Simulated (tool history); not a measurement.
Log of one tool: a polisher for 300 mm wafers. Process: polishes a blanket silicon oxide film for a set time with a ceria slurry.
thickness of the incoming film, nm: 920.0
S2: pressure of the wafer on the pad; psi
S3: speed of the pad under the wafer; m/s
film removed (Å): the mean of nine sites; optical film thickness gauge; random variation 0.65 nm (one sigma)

{"run": 1, "hour": 0.0, "flow of slurry (ml/min)": 240, "S2": 2.0, "S3": 0.9, "polishing time (s)": 49, "film removed (Å)": 1376.7}
{"run": 2, "hour": 4.2, "flow of slurry (ml/min)": 235, "S2": 1.8, "S3": 0.9, "polishing time (s)": 49, "film removed (Å)": 1244.8}
{"run": 3, "hour": 5.6, "flow of slurry (ml/min)": 235, "S2": 1.8, "S3": 0.78, "polishing time (s)": 49, "film removed (Å)": 1083.5}
{"run": 4, "hour": 8.3, "flow of slurry (ml/min)": 290, "S2": 1.8, "S3": 0.78, "polishing time (s)": 49, "film removed (Å)": 1112.0}
{"hour": 13.0, "done": "slurry nozzle cleaned"}
{"run": 5, "hour": 13.0, "flow of slurry (ml/min)": 290, "S2": 1.8, "S3": 0.78, "polishing time (s)": 49, "film removed (Å)": 1123.1}
{"run": 6, "hour": 20.4, "flow of slurry (ml/min)": 275, "S2": 1.7, "S3": 0.78, "polishing time (s)": 49, "film removed (Å)": 1058.2}
{"run": 7, "hour": 22.4, "flow of slurry (ml/min)": 240, "S2": 1.4, "S3": 0.78, "polishing time (s)": 49, "film removed (Å)": 871.42}

Run 8 comes next. What will it give?
{"run": 8, "hour": 26.9, "flow of slurry (ml/min)": 250, "S2": 1.4, "S3": 0.78, "polishing time (s)": 49, "film removed (Å)": "?"}

Run 8 gave film removed (Å) 869.32.

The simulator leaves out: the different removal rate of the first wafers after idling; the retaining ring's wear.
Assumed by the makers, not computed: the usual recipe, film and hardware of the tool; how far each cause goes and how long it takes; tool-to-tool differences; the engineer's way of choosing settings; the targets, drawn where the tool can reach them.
